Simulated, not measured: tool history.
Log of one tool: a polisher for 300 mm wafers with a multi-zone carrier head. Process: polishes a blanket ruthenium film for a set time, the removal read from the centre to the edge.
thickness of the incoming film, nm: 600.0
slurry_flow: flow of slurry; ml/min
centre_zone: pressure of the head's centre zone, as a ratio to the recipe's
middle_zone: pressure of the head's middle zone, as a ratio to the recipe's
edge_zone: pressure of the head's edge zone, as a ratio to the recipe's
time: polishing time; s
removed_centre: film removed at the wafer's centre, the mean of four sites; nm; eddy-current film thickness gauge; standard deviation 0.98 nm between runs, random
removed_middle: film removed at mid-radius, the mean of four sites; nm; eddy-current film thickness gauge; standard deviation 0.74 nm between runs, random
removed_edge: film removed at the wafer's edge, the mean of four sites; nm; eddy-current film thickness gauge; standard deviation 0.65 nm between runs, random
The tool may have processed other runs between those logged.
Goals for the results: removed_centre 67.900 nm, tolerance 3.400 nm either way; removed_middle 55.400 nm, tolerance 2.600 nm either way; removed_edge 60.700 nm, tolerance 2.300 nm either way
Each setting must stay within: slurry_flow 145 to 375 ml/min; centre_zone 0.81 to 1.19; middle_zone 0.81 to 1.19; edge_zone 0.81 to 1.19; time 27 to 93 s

| run | day | slurry_flow | centre_zone | middle_zone | edge_zone | time | removed_centre | removed_middle | removed_edge |
|---|---|---|---|---|---|---|---|---|---|
| 1 | 0.000 | 240 | 1.00 | 1.00 | 1.00 | 59 | 62.686 | 67.989 | 69.818 |
| 2 | 0.033 | 240 | 0.97 | 1.00 | 1.00 | 59 | 62.128 | 70.267 | 69.052 |
| 3 | 0.379 | 240 | 0.97 | 1.00 | 0.93 | 59 | 62.710 | 69.530 | 67.275 |
| 4 | 0.712 | 240 | 1.05 | 1.00 | 0.93 | 59 | 67.902 | 67.578 | 67.547 |
| 5 | 1.067 | 240 | 1.13 | 1.00 | 0.93 | 59 | 72.329 | 68.861 | 67.224 |
|  | 1.308 | centre zone pressure recalibrated |
| 6 | 1.308 | 300 | 1.13 | 1.00 | 0.93 | 59 | 81.427 | 70.516 | 70.286 |
| 7 | 1.604 | 280 | 1.13 | 0.97 | 0.91 | 58 | 79.085 | 68.272 | 65.829 |
| 8 | 1.879 | 270 | 1.13 | 0.94 | 0.95 | 57 | 77.843 | 64.118 | 66.091 |

Exercise: of the 4 proposed moves below, exactly one satisfies all targets within the stated allowed misses. Which move is it?
| A | 2.154 | 230 | 1.07 | 0.86 | 0.91 | 53 | ? | ? | ? |
| B | 2.154 | 290 | 1.13 | 0.88 | 0.81 | 52 | ? | ? | ? |
| C | 2.154 | 220 | 1.07 | 1.02 | 1.13 | 59 | ? | ? | ? |
| D | 2.154 | 375 | 1.12 | 0.81 | 0.89 | 50 | ? | ? | ? |

| move | removed_centre | removed_middle | removed_edge |
|---|---|---|---|
| A | 66.330 | 55.306 | 60.645 |
| B | 70.517 | 56.562 | 58.003 |
| C | 73.530 | 70.640 | 73.212 |
| D | 68.746 | 51.891 | 58.693 |
A: all results in spec
B: puts the biggest miss on target and leaves a different result outside tolerance
C: further off than the last run
D: takes the biggest miss from the last run beyond its target
Move A is the one to make.
